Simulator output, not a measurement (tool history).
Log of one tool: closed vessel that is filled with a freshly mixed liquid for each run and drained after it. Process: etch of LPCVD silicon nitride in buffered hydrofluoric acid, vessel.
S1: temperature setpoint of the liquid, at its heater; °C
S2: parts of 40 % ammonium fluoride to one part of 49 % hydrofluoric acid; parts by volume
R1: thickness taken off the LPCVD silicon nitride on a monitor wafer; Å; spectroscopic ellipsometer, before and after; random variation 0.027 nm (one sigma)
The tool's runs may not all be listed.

Run 1, hour 0: S1 23 °C, S2 11 parts by volume, time in the liquid (s) 455. Result: R1 52.637 Å.
Run 2, hour 4.7: S1 22 °C, S2 11.5 parts by volume, time in the liquid (s) 450. Result: R1 47.508 Å.
Run 3, hour 6.1: S1 21 °C, S2 12 parts by volume, time in the liquid (s) 445. Result: R1 42.231 Å.
Run 4, hour 8.6: S1 19 °C, S2 12 parts by volume, time in the liquid (s) 445. Result: R1 37.216 Å.
Run 5, hour 12: S1 18.5 °C, S2 12.5 parts by volume, time in the liquid (s) 445. Result: R1 35.263 Å.
Run 6, hour 16.6: S1 18.5 °C, S2 12.5 parts by volume, time in the liquid (s) 245. Result: R1 19.963 Å.

The next listed run, before its measurement:
Run 7, hour 21.3: S1 22.5 °C, S2 12 parts by volume, time in the liquid (s) 245. Result: R1 ?.

R1: 25.126 Å
